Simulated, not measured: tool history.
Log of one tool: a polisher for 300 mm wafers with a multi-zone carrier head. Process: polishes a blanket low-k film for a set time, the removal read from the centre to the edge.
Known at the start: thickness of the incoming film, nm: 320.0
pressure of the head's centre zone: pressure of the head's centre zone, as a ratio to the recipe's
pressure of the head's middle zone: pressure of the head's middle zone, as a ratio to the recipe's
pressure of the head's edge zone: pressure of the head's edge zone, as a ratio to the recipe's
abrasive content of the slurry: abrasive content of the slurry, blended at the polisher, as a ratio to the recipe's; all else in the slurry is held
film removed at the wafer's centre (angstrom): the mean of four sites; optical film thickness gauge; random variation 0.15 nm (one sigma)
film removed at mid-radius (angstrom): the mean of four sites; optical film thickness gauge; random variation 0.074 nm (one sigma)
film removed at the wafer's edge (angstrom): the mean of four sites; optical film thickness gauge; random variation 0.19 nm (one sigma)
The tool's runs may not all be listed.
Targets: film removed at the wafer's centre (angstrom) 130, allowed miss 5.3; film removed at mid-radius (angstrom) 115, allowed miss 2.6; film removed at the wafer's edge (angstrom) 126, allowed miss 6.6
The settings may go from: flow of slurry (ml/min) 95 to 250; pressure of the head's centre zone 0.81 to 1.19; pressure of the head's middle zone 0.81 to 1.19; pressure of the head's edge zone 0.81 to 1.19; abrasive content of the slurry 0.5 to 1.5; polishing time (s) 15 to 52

run  hour  flow of slurry (ml/min)  pressure of the head's centre zone  pressure of the head's middle zone  pressure of the head's edge zone  abrasive content of the slurry  polishing time (s)  film removed at the wafer's centre (angstrom)  film removed at mid-radius (angstrom)  film removed at the wafer's edge (angstrom)
  1     0                      160                                   1                                   1                                 1                               1                  33                                         105.23                                 106.01                                        108.4
  2   1.2                      170                                1.02                                   1                              1.02                               1                  33                                          108.3                                 105.97                                       109.92
  3   9.6                      205                                1.02                                   1                              1.02                               1                  33                                          113.5                                 111.64                                       109.15
  4  18.3                      205                                1.02                                1.08                              1.02                               1                  33                                         113.81                                 118.16                                       109.66
  5  25.2                      205                                1.02                                1.08                              1.02                            0.85                  33                                          106.6                                 110.17                                        102.6
  6  32.1                      205                                1.02                                1.16                              1.02                            0.85                  33                                         103.35                                  115.6                                       102.83
  7  35.1                      200                                1.04                                1.14                              1.05                             0.9                  33                                         110.22                                 117.15                                       105.56
  8  35.8                      190                                1.05                                1.11                              1.07                            0.95                  33                                          114.7                                 116.73                                       110.47
  9    43                      190                                1.05                                1.11                              1.07                            0.95                  33                                         110.93                                 117.23                                       108.76

Which of these 4 next moves meets every target?
  A  50.2                      220                                1.12                                0.89                                 1                            1.45                  32                                              ?                                      ?                                            ?
  B  50.2                      220                                1.13                                1.11                              1.14                            0.85                  36                                              ?                                      ?                                            ?
  C  50.2                      110                                0.88                                0.97                              1.16                            0.95                  44                                              ?                                      ?                                            ?
  D  50.2                      160                                1.08                                0.95                              1.08                             0.9                  39                                              ?                                      ?                                            ?

move  film removed at the wafer's centre (angstrom)  film removed at mid-radius (angstrom)  film removed at the wafer's edge (angstrom)
   A                                         142.05                                 114.72                                       125.61
   B                                         127.78                                 123.03                                       119.04
   C                                         109.67                                 122.68                                          140
   D                                         128.36                                 114.07                                       124.44
A: takes the result that was furthest off past its target
B: brings the result that was furthest off to its target, and leaves another outside
C: further off than the last run
D: meets every target
The right move is D.

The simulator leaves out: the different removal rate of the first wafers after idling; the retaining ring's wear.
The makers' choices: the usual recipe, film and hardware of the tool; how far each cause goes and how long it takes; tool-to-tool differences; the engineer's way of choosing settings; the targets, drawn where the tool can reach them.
